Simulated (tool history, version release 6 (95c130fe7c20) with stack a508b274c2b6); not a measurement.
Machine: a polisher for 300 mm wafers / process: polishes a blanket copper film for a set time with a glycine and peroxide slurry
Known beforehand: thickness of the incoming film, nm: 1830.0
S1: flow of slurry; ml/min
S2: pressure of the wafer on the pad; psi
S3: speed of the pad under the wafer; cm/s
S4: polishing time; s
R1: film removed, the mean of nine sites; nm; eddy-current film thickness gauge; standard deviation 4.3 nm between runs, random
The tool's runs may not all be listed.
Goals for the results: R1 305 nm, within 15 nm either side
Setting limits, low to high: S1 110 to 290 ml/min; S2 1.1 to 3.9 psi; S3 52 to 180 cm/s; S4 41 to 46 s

Run 1, hour 0: S1 185 ml/min, S2 2.5 psi, S3 116 cm/s, S4 46 s. Result: R1 232.2 nm.
Run 2, hour 3.3: S1 185 ml/min, S2 2.5 psi, S3 116 cm/s, S4 41 s. Result: R1 200.8 nm.
Run 3, hour 12.1: S1 185 ml/min, S2 2.5 psi, S3 116 cm/s, S4 46 s. Result: R1 224.8 nm.
Run 4, hour 19.5: S1 185 ml/min, S2 2.8 psi, S3 118 cm/s, S4 46 s. Result: R1 251.05 nm.
Run 5, hour 27.6: S1 185 ml/min, S2 2.4 psi, S3 118 cm/s, S4 46 s. Result: R1 223.01 nm.
Run 6, hour 28.3: S1 185 ml/min, S2 2.7 psi, S3 118 cm/s, S4 46 s. Result: R1 243.93 nm.
Run 7, hour 35.1: S1 185 ml/min, S2 2.9 psi, S3 120 cm/s, S4 46 s. Result: R1 258.46 nm.
Run 8, hour 37.6: S1 185 ml/min, S2 3.1 psi, S3 122 cm/s, S4 46 s. Result: R1 282.1 nm.

5 candidate next runs follow, results not yet known. Just one meets every target within its allowed miss. Identify it.
Run A, hour 40.1: S1 200 ml/min, S2 2.8 psi, S3 138 cm/s, S4 44 s. Result: R1 ?.
Run B, hour 40.1: S1 240 ml/min, S2 3.3 psi, S3 118 cm/s, S4 41 s. Result: R1 ?.
Run C, hour 40.1: S1 185 ml/min, S2 3.4 psi, S3 128 cm/s, S4 46 s. Result: R1 ?.
Run D, hour 40.1: S1 175 ml/min, S2 3.3 psi, S3 122 cm/s, S4 44 s. Result: R1 ?.
Run E, hour 40.1: S1 180 ml/min, S2 3 psi, S3 122 cm/s, S4 46 s. Result: R1 ?.

move      R1
   A   275.5
   B  259.91
   C  308.95
   D  274.63
   E  268.41
A: the biggest miss grows against the last run
B: the biggest miss grows against the last run
C: all results land within tolerance of their targets
D: the biggest miss grows against the last run
E: the biggest miss grows against the last run
Go with C: it meets all targets.
